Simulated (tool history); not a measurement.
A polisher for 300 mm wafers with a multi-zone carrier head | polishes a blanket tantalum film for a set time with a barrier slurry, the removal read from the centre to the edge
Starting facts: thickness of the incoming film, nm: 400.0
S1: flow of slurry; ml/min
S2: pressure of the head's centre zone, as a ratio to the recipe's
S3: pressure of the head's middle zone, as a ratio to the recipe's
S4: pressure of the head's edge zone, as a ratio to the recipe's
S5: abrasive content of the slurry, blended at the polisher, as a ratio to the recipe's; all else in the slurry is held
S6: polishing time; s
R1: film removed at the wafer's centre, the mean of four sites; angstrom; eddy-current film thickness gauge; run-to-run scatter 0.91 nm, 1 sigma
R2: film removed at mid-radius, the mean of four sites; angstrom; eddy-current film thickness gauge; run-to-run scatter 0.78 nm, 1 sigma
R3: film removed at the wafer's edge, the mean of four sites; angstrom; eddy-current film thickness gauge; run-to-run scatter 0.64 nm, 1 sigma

run    day   S1    S2    S3    S4    S5  S6      R1      R2      R3
  1      0  140     1     1     1     1  46  640.46  630.98  611.86
  2  0.133  140  0.97     1     1     1  46  614.35  633.91  625.28
  3  0.162  150  0.99     1  1.01     1  46  631.84   642.4  635.96
  4    0.2  155  1.02     1  1.01     1  46  664.23  644.93  619.08
  5  0.329  155  1.02     1  1.01     1  41  583.36     578  570.61
  6  0.517  155  0.98     1  1.01     1  41  560.52  587.98   566.1
  7  0.754  160  1.01     1  1.02  1.05  41  580.74  582.53  573.22
  8  1.025  160  1.03     1  1.02   1.1  42   633.3  609.67  603.53
  9  1.079  165  1.05  1.01  1.03  1.15  42  651.83  624.48  621.17
 10  1.204  165  1.05  1.01  1.03  1.15  42  642.39   632.8  612.06
 11  1.288  170  1.07     1  1.03   1.2  42  665.32  619.81  618.14
 12  1.408  210  1.17  1.09  1.05  1.45  43  824.45  741.77  685.22
 13  1.533  210  1.17  1.08  1.05  1.45  43   831.3  732.74  675.83
 14  1.808  210  1.17  1.07  1.06  1.45  43  815.74  733.41  697.44

What does the tool deliver on the next run?
 15  1.867  210  1.17  1.06  1.05  1.45  43   ?   ?   ?

{"run 15": {"R1": 825.14, "R2": 715.29, "R3": 679.23}}

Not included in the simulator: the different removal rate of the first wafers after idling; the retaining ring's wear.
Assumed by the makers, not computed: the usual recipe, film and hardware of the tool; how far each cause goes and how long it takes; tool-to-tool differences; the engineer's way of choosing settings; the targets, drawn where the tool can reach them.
